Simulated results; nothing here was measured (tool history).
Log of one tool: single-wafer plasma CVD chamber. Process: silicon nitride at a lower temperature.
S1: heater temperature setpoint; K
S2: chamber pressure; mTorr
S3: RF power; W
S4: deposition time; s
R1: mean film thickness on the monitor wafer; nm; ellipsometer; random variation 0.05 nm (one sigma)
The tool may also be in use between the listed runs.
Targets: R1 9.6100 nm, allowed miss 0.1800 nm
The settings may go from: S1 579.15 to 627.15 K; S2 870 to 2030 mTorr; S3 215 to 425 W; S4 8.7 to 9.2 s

run 1 hour=0.0 | S1=603.15 S2=1450 S3=320 S4=9.2 | R1=11.0330
run 2 hour=7.0 | S1=603.15 S2=1450 S3=300 S4=9.2 | R1=10.6250
run 3 hour=9.2 | S1=613.15 S2=1450 S3=300 S4=9.2 | R1=10.4980
run 4 hour=11.9 | S1=613.15 S2=1450 S3=300 S4=8.7 | R1=9.9936
run 5 hour=16.3 | S1=613.15 S2=1450 S3=300 S4=9.2 | R1=10.6390
run 6 hour=23.1 | S1=613.15 S2=1380 S3=300 S4=9.2 | R1=10.3340
run 7 hour=30.0 | S1=613.15 S2=1380 S3=300 S4=9.2 | R1=10.3670
run 8 hour=35.9 | S1=613.15 S2=1330 S3=300 S4=9.2 | R1=10.3480
run 9 hour=40.8 | S1=613.15 S2=1280 S3=295 S4=9.2 | R1=10.1250
run 10 hour=48.4 | S1=613.15 S2=1240 S3=295 S4=9.2 | R1=10.0110
run 11 hour=55.7 | S1=613.15 S2=1210 S3=295 S4=9.2 | R1=9.9059
run 12 hour=62.5 | S1=613.15 S2=1190 S3=295 S4=9.2 | R1=9.8700

Which of these 4 next moves meets every target?
run A hour=69.3 | S1=606.15 S2=1180 S3=280 S4=8.8 | R1=?
run B hour=69.3 | S1=615.15 S2=1230 S3=295 S4=8.8 | R1=?
run C hour=69.3 | S1=627.15 S2=1000 S3=300 S4=8.8 | R1=?
run D hour=69.3 | S1=615.15 S2=1070 S3=280 S4=9.1 | R1=?

move=A R1=9.2082
move=B R1=9.6030
move=C R1=9.2038
move=D R1=9.2714
A: takes the result that was furthest off past its target
B: meets every target
C: takes the result that was furthest off past its target
D: takes the result that was furthest off past its target
Move B is the one to make.
